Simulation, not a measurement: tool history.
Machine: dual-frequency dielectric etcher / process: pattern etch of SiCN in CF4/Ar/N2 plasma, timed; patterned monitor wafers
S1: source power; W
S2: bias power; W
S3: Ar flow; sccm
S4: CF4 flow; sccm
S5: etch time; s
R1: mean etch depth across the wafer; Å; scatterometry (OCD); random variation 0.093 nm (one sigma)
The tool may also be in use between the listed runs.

run	hour	S1	S2	S3	S4	S5	R1
1	0	370	64	99	83	44	305.58
2	5.1	370	64	99	83	40	280.36
3	7	350	64	99	83	40	263.27
4	9.7	340	64	99	83	40	257.33
5	16.4	340	64	106	83	40	253.48
6	21.6	340	64	92	83	40	259.92
7	29.5	340	64	92	83	40	256
8	34.2	330	64	92	83	40	247.62
9	42.3	320	64	92	83	40	241.56

Predict the results of run 10:
10	44.2	310	64	92	83	40	?

R1: 234.34 Å
